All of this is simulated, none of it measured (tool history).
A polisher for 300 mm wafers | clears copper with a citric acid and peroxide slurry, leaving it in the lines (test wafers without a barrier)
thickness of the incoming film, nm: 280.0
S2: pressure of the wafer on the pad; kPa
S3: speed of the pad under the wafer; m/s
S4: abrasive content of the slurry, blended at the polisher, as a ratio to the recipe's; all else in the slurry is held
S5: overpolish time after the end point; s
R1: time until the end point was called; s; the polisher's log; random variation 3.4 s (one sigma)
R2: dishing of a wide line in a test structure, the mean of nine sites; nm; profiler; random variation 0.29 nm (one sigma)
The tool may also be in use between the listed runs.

Run 1, hour 0.0: flow of slurry (ml/min) 190, S2 28.3 kPa, S3 1.24 m/s, S4 1.0, S5 21 s. Result: R1 84.739 s, R2 40.182 nm.
Run 2, hour 2.9: flow of slurry (ml/min) 190, S2 22.1 kPa, S3 1.24 m/s, S4 1.0, S5 21 s. Result: R1 110.840 s, R2 31.346 nm.
Run 3, hour 10.6: flow of slurry (ml/min) 225, S2 22.1 kPa, S3 1.24 m/s, S4 1.0, S5 21 s. Result: R1 109.610 s, R2 34.930 nm.
Run 4, hour 13.9: flow of slurry (ml/min) 210, S2 20.0 kPa, S3 1.16 m/s, S4 1.0, S5 16 s. Result: R1 129.690 s, R2 23.423 nm.
Run 5, hour 16.6: flow of slurry (ml/min) 200, S2 17.9 kPa, S3 1.14 m/s, S4 1.0, S5 13 s. Result: R1 142.220 s, R2 16.685 nm.
Run 6, hour 21.5: flow of slurry (ml/min) 160, S2 17.9 kPa, S3 1.14 m/s, S4 1.0, S5 13 s. Result: R1 148.720 s, R2 16.889 nm.

Run 7 comes next. What will it give?
Run 7, hour 24.6: flow of slurry (ml/min) 160, S2 17.9 kPa, S3 1.14 m/s, S4 1.0, S5 13 s. Result: R1 ?, R2 ?.

{"run 7": {"R1": 151.64, "R2": 16.567}}
